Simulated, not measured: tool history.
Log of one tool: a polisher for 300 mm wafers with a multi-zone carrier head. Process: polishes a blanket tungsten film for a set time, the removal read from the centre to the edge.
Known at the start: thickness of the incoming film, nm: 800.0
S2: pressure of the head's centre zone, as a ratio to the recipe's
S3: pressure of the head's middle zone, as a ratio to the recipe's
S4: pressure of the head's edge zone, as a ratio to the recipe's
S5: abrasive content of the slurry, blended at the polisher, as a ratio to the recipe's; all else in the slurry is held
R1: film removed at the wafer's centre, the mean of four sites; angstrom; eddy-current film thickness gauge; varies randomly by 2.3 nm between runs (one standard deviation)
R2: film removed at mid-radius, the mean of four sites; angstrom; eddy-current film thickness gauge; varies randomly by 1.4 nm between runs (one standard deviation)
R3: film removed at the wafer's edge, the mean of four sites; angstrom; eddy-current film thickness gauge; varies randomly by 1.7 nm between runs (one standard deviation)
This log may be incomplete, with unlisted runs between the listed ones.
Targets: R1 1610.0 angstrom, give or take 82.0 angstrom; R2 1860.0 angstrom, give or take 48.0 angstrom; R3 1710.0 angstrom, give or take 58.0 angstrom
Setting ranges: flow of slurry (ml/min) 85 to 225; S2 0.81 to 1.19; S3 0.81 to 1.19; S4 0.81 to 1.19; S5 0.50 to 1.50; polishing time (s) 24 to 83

run 1 day=0.000 | flow_of_slurry_(ml/min)=145 S2=1.00 S3=1.00 S4=1.00 S5=1.00 polishing_time_(s)=53 | R1=2875.9 R2=2782.5 R3=2890.5
run 2 day=0.192 | flow_of_slurry_(ml/min)=140 S2=0.97 S3=1.01 S4=0.96 S5=0.85 polishing_time_(s)=49 | R1=2464.8 R2=2537.2 R3=2527.2
run 3 day=0.400 | flow_of_slurry_(ml/min)=160 S2=0.97 S3=1.01 S4=0.96 S5=0.85 polishing_time_(s)=49 | R1=2602.1 R2=2539.2 R3=2566.5
run 4 day=0.762 | flow_of_slurry_(ml/min)=145 S2=0.95 S3=1.01 S4=0.93 S5=0.75 polishing_time_(s)=46 | R1=2263.2 R2=2285.1 R3=2272.9
run 5 day=1.079 | flow_of_slurry_(ml/min)=145 S2=0.95 S3=1.01 S4=0.93 S5=0.75 polishing_time_(s)=59 | R1=2898.2 R2=2977.5 R3=2906.7
run 6 day=1.279 | flow_of_slurry_(ml/min)=135 S2=0.93 S3=1.01 S4=0.90 S5=0.70 polishing_time_(s)=54 | R1=2476.9 R2=2672.2 R3=2564.9
run 7 day=1.529 | flow_of_slurry_(ml/min)=130 S2=0.92 S3=1.01 S4=0.88 S5=0.65 polishing_time_(s)=50 | R1=2237.2 R2=2417.6 R3=2306.8
run 8 day=1.696 | flow_of_slurry_(ml/min)=125 S2=0.91 S3=1.01 S4=0.86 S5=0.60 polishing_time_(s)=47 | R1=2080.0 R2=2258.4 R3=2127.9
run 9 day=1.900 | flow_of_slurry_(ml/min)=120 S2=0.90 S3=1.01 S4=0.85 S5=0.55 polishing_time_(s)=45 | R1=1867.2 R2=2083.0 R3=1985.8
run 10 day=1.983 | flow_of_slurry_(ml/min)=115 S2=0.90 S3=1.02 S4=0.84 S5=0.55 polishing_time_(s)=44 | R1=1819.3 R2=2034.6 R3=1901.8
run 11 day=2.246 | flow_of_slurry_(ml/min)=110 S2=0.90 S3=1.02 S4=0.83 S5=0.55 polishing_time_(s)=43 | R1=1781.1 R2=1986.6 R3=1876.4

Exercise: of the 4 proposed moves below, exactly one satisfies all targets within the stated allowed misses. Which move is it?
run A day=2.508 | flow_of_slurry_(ml/min)=90 S2=0.81 S3=1.14 S4=0.96 S5=0.50 polishing_time_(s)=41 | R1=? R2=? R3=?
run B day=2.508 | flow_of_slurry_(ml/min)=115 S2=0.99 S3=1.02 S4=0.81 S5=0.80 polishing_time_(s)=37 | R1=? R2=? R3=?
run C day=2.508 | flow_of_slurry_(ml/min)=135 S2=0.87 S3=1.03 S4=0.82 S5=0.50 polishing_time_(s)=40 | R1=? R2=? R3=?
run D day=2.508 | flow_of_slurry_(ml/min)=90 S2=0.81 S3=1.11 S4=0.94 S5=0.55 polishing_time_(s)=41 | R1=? R2=? R3=?

move=A R1=1467.3 R2=1982.6 R3=1817.5
move=B R1=1839.3 R2=1863.8 R3=1739.7
move=C R1=1636.7 R2=1882.8 R3=1738.0
move=D R1=1496.0 R2=1976.1 R3=1838.0
A: nearer than the last run, and not there yet
B: the furthest-off result lands on target, but another misses its tolerance
C: in spec on every target
D: nearer than the last run, and not there yet
Answer: C
